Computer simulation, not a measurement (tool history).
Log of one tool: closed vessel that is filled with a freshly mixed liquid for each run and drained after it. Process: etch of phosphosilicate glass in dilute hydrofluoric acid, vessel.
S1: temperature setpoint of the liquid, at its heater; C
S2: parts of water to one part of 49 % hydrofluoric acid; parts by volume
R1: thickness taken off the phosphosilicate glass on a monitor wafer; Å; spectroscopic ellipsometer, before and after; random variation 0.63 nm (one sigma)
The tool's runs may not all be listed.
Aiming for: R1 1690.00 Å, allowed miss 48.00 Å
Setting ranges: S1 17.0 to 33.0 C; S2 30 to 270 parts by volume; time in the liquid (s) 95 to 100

{"run": 1, "hour": 0.0, "S1": 25.0, "S2": 150, "time in the liquid (s)": 95, "R1": 882.07}
{"run": 2, "hour": 8.8, "S1": 27.0, "S2": 150, "time in the liquid (s)": 95, "R1": 956.96}
{"run": 3, "hour": 17.7, "S1": 30.0, "S2": 150, "time in the liquid (s)": 95, "R1": 1059.3}
{"run": 4, "hour": 26.2, "S1": 30.5, "S2": 140, "time in the liquid (s)": 95, "R1": 1172.7}
{"run": 5, "hour": 29.3, "S1": 30.5, "S2": 140, "time in the liquid (s)": 95, "R1": 1175.4}
{"run": 6, "hour": 32.3, "S1": 31.0, "S2": 130, "time in the liquid (s)": 95, "R1": 1302.5}
{"run": 7, "hour": 33.7, "S1": 31.5, "S2": 125, "time in the liquid (s)": 95, "R1": 1392.0}
{"run": 8, "hour": 34.5, "S1": 31.5, "S2": 125, "time in the liquid (s)": 95, "R1": 1389.9}
{"run": 9, "hour": 39.2, "S1": 32.0, "S2": 120, "time in the liquid (s)": 95, "R1": 1486.6}
{"run": 10, "hour": 41.9, "S1": 32.0, "S2": 115, "time in the liquid (s)": 95, "R1": 1560.1}

4 candidate next runs follow, results not yet known. Just one meets every target within its allowed miss. Identify it.
{"run": "A", "hour": 44.6, "S1": 32.0, "S2": 130, "time in the liquid (s)": 95, "R1": "?"}
{"run": "B", "hour": 44.6, "S1": 31.5, "S2": 110, "time in the liquid (s)": 100, "R1": "?"}
{"run": "C", "hour": 44.6, "S1": 32.5, "S2": 115, "time in the liquid (s)": 95, "R1": "?"}
{"run": "D", "hour": 44.6, "S1": 33.0, "S2": 125, "time in the liquid (s)": 95, "R1": "?"}

move=A R1=1359.30
move=B R1=1708.60
move=C R1=1598.50
move=D R1=1475.60
A: its largest miss is bigger than the last run's
B: all results land within tolerance of their targets
C: better than the last run, though not everything is in spec
D: its largest miss is bigger than the last run's
B meets every target.
